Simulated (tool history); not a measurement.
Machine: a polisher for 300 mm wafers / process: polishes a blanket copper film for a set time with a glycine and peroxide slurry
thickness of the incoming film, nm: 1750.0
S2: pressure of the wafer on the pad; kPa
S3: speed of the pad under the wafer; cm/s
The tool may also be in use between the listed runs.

run 1 hour=0.0 | flow_of_slurry_(ml/min)=285 S2=16.5 S3=82 polishing_time_(s)=107 | film_removed_(Å)=3777.6
run 2 hour=4.3 | flow_of_slurry_(ml/min)=285 S2=18.6 S3=86 polishing_time_(s)=107 | film_removed_(Å)=4058.7
run 3 hour=7.9 | flow_of_slurry_(ml/min)=225 S2=18.6 S3=86 polishing_time_(s)=107 | film_removed_(Å)=4116.3
run 4 hour=12.2 | flow_of_slurry_(ml/min)=255 S2=18.6 S3=86 polishing_time_(s)=107 | film_removed_(Å)=4141.5
run 5 hour=15.2 | flow_of_slurry_(ml/min)=200 S2=18.6 S3=86 polishing_time_(s)=107 | film_removed_(Å)=4051.6
-- hour=19.9 head pressure recalibrated
run 6 hour=19.9 | flow_of_slurry_(ml/min)=200 S2=18.6 S3=76 polishing_time_(s)=107 | film_removed_(Å)=3934.8
run 7 hour=21.9 | flow_of_slurry_(ml/min)=200 S2=18.6 S3=76 polishing_time_(s)=107 | film_removed_(Å)=3997.9
run 8 hour=24.9 | flow_of_slurry_(ml/min)=200 S2=22.8 S3=96 polishing_time_(s)=109 | film_removed_(Å)=5551.9

Run 9 has not been measured yet. What should we expect?
run 9 hour=28.9 | flow_of_slurry_(ml/min)=200 S2=23.4 S3=96 polishing_time_(s)=109 | film_removed_(Å)=?

{"run 9": {"film removed (Å)": 5656.1}}
